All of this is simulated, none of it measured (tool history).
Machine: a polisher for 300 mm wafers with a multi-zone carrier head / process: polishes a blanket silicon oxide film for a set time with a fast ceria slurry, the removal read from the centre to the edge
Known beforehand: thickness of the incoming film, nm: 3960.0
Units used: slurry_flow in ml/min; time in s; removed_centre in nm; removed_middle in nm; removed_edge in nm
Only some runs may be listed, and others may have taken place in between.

run,hour,slurry_flow,centre_zone,middle_zone,edge_zone,time,removed_centre,removed_middle,removed_edge
1,0,225,1,1,1,35,818.18,832.51,823.56
2,8,225,1,1.05,1,35,814.88,876.34,828.03
3,11.6,225,1.07,1.05,1,35,869.64,873.16,834.76
4,18.5,225,0.99,1.05,1,35,815.91,877.77,810.93
5,23.9,185,0.99,1.05,1,35,793.37,847.66,804.02
6,25.9,225,1.06,1.08,0.97,38,939.46,955.19,897.35
7,28.5,270,1.09,1.12,0.91,40,1050.4,1078,916.19

The next listed run, before its measurement:
8,34.9,325,1.19,1.19,1.01,43,?,?,?

removed_centre: 1225.7 nm
removed_middle: 1231.2 nm
removed_edge: 1038.2 nm
